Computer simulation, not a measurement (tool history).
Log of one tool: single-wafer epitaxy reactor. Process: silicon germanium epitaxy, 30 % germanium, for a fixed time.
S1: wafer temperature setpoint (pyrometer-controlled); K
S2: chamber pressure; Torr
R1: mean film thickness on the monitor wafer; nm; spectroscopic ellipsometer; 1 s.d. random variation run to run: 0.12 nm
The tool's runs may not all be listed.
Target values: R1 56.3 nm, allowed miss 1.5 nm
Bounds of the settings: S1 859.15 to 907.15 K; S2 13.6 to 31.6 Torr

| run | hour | S1 | S2 | R1 |
|---|---|---|---|---|
| 1 | 0 | 883.15 | 22.6 | 73.869 |
| 2 | 8.8 | 883.15 | 24.5 | 76.397 |
| 3 | 10.3 | 879.15 | 24.5 | 70.147 |
| 4 | 13.2 | 879.15 | 21.7 | 66.905 |
| 5 | 15.5 | 877.15 | 21.6 | 64.021 |
| 6 | 19.3 | 875.15 | 21.5 | 61.268 |
| 7 | 24.1 | 875.15 | 21.5 | 61.213 |
| 8 | 30.3 | 874.15 | 21.5 | 60.047 |
| 9 | 31.8 | 873.15 | 21.5 | 58.48 |

Exercise: of the 5 proposed moves below, exactly one satisfies all targets within the stated allowed misses. Which move is it?
| A | 33.3 | 876.15 | 20.3 | ? |
| B | 33.3 | 871.15 | 22 | ? |
| C | 33.3 | 878.15 | 19.2 | ? |
| D | 33.3 | 874.15 | 22.2 | ? |
| E | 33.3 | 873.15 | 24.6 | ? |

| move | R1 |
|---|---|
| A | 61.076 |
| B | 56.952 |
| C | 62.147 |
| D | 60.875 |
| E | 62.278 |
A: lands further from the targets than the last run did
B: hits every target within its allowed miss
C: lands further from the targets than the last run did
D: lands further from the targets than the last run did
E: lands further from the targets than the last run did
Answer: B

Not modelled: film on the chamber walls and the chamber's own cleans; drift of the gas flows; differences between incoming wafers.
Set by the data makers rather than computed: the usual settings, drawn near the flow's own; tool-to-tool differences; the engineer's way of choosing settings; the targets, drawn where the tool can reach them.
